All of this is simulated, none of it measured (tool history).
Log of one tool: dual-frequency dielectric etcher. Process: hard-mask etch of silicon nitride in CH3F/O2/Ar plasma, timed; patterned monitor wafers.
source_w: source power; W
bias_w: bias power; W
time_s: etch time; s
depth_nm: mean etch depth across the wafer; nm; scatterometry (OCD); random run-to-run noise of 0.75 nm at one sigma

| run | day | source_w | bias_w | time_s | depth_nm |
|---|---|---|---|---|---|
| 1 | 0 | 280 | 69 | 239 | 143.26 |
| 2 | 0.354 | 310 | 69 | 239 | 146.59 |
| 3 | 0.417 | 310 | 76 | 239 | 151.15 |
| 4 | 0.467 | 310 | 70 | 239 | 147.18 |
| 5 | 0.679 | 340 | 70 | 239 | 153.42 |
| 6 | 0.933 | 340 | 70 | 239 | 154.01 |
|  | 1.15 | wet clean of the chamber |
| 7 | 1.15 | 300 | 67 | 239 | 138.91 |
| 8 | 1.392 | 280 | 66 | 239 | 133.92 |
| 9 | 1.6 | 270 | 66 | 239 | 131.08 |
| 10 | 1.9 | 260 | 66 | 239 | 131.83 |
| 11 | 2.212 | 250 | 66 | 239 | 127.83 |

The next listed run, before its measurement:
| 12 | 2.262 | 240 | 66 | 239 | ? |

{"run 12": {"depth_nm": 126.21}}
